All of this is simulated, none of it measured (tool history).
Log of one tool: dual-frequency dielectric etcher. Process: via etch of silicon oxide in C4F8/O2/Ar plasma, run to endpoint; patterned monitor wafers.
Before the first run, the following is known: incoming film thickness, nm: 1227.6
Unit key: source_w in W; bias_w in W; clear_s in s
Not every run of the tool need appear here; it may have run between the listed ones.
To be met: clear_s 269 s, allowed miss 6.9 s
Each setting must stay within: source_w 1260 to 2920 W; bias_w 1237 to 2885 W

| run | day | source_w | bias_w | clear_s |
|---|---|---|---|---|
| 1 | 0 | 2090 | 2061 | 227.83 |
| 2 | 0.225 | 1900 | 1987 | 240.03 |
| 3 | 0.383 | 1900 | 2352 | 227.01 |
| 4 | 0.454 | 1730 | 2256 | 236.16 |
| 5 | 0.633 | 1600 | 2154 | 248.76 |
| 6 | 0.658 | 1520 | 2123 | 254.5 |
| 7 | 0.712 | 1460 | 2106 | 261 |
| 8 | 0.85 | 1430 | 2098 | 263.18 |

Exactly one of the 5 candidate moves below puts every result within its allowed miss. Which one?
| A | 0.988 | 1630 | 1964 | ? |
| B | 0.988 | 1260 | 2289 | ? |
| C | 0.988 | 1550 | 2079 | ? |
| D | 0.988 | 1440 | 2340 | ? |
| E | 0.988 | 1580 | 1995 | ? |

| move | clear_s |
|---|---|
| A | 254.5 |
| B | 266.4 |
| C | 254.45 |
| D | 251.14 |
| E | 256.21 |
A: moves away from the targets compared with the last run
B: all results in spec
C: moves away from the targets compared with the last run
D: moves away from the targets compared with the last run
E: moves away from the targets compared with the last run
B is the move that brings every result within its allowed miss.
